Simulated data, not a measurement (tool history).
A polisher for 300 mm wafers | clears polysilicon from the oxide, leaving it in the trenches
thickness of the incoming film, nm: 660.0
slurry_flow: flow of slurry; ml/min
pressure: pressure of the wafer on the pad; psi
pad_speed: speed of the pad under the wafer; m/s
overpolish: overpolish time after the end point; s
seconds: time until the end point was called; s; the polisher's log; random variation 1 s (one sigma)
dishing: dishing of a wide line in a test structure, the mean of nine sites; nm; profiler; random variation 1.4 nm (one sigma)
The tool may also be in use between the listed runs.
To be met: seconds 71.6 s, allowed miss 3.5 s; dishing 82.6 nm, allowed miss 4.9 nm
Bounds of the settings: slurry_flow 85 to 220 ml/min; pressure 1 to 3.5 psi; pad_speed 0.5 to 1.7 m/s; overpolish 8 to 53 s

run,day,slurry_flow,pressure,pad_speed,overpolish,seconds,dishing
1,0,140,2.2,1.1,27,59.58,87.758
2,0.233,140,2.2,1.24,27,53.134,89.758
3,0.333,140,2.1,1.24,25,56.103,86.463
4,0.517,175,2.1,1.24,25,52.569,88.662
# day 0.754: slurry nozzle cleaned
5,0.754,170,2,1.24,24,51.9,87.858
6,0.817,160,1.8,1.24,24,59.21,87.759
7,0.9,135,1.5,1.22,11,73.205,59.643
8,1.079,145,1.5,1.22,15,74.086,70.996
9,1.404,150,1.5,1.22,16,73.363,74.55
10,1.746,155,1.5,1.22,17,70.921,74.532
11,1.954,155,1.5,1.22,18,71.058,75.695

4 next moves are on the table. One of them brings every result within its allowed miss. Which?
A,2.162,145,1.5,1.32,14,?,?
B,2.162,170,1.3,1.24,18,?,?
C,2.162,155,1.6,1.02,24,?,?
D,2.162,175,1.3,1.4,25,?,?

move,seconds,dishing
A,68.068,71.989
B,80.609,74.489
C,81.183,81.967
D,71.284,85.532
A: further off than the last run
B: further off than the last run
C: brings the result that was furthest off to its target, and leaves another outside
D: meets every target
The right move is D.
